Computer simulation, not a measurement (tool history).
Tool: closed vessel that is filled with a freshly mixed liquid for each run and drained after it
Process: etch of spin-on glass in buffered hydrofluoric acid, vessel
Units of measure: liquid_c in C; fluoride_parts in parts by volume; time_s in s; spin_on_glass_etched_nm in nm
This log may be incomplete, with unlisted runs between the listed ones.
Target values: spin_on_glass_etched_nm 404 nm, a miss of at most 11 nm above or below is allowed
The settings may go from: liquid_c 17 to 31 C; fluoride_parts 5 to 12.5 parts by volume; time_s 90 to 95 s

run 1 hour=0 | liquid_c=23 fluoride_parts=7.5 time_s=90 | spin_on_glass_etched_nm=310.4
run 2 hour=8.6 | liquid_c=23 fluoride_parts=7.5 time_s=90 | spin_on_glass_etched_nm=307.62
run 3 hour=9.4 | liquid_c=24 fluoride_parts=7.5 time_s=90 | spin_on_glass_etched_nm=326.71
run 4 hour=12.3 | liquid_c=25 fluoride_parts=7.5 time_s=90 | spin_on_glass_etched_nm=339.55
run 5 hour=16.5 | liquid_c=26 fluoride_parts=7.5 time_s=90 | spin_on_glass_etched_nm=357.09
run 6 hour=22.4 | liquid_c=26.5 fluoride_parts=7.5 time_s=90 | spin_on_glass_etched_nm=374.47
run 7 hour=26.8 | liquid_c=27 fluoride_parts=7.5 time_s=90 | spin_on_glass_etched_nm=382
run 8 hour=28.4 | liquid_c=27.5 fluoride_parts=7.5 time_s=90 | spin_on_glass_etched_nm=392.62

Next run, 4 choices. One meets every target within its allowed miss, the rest don't. Which?
run A hour=30 | liquid_c=26.5 fluoride_parts=6.5 time_s=90 | spin_on_glass_etched_nm=?
run B hour=30 | liquid_c=29.5 fluoride_parts=8 time_s=95 | spin_on_glass_etched_nm=?
run C hour=30 | liquid_c=26 fluoride_parts=7.5 time_s=95 | spin_on_glass_etched_nm=?
run D hour=30 | liquid_c=25.5 fluoride_parts=7 time_s=95 | spin_on_glass_etched_nm=?

move=A spin_on_glass_etched_nm=421.5
move=B spin_on_glass_etched_nm=423.54
move=C spin_on_glass_etched_nm=377.05
move=D spin_on_glass_etched_nm=395.39
A: carries the result that was furthest off beyond its target, to the other side
B: carries the result that was furthest off beyond its target, to the other side
C: misses by more than the last run did
D: meets every target
D is the move that brings every result within its allowed miss.

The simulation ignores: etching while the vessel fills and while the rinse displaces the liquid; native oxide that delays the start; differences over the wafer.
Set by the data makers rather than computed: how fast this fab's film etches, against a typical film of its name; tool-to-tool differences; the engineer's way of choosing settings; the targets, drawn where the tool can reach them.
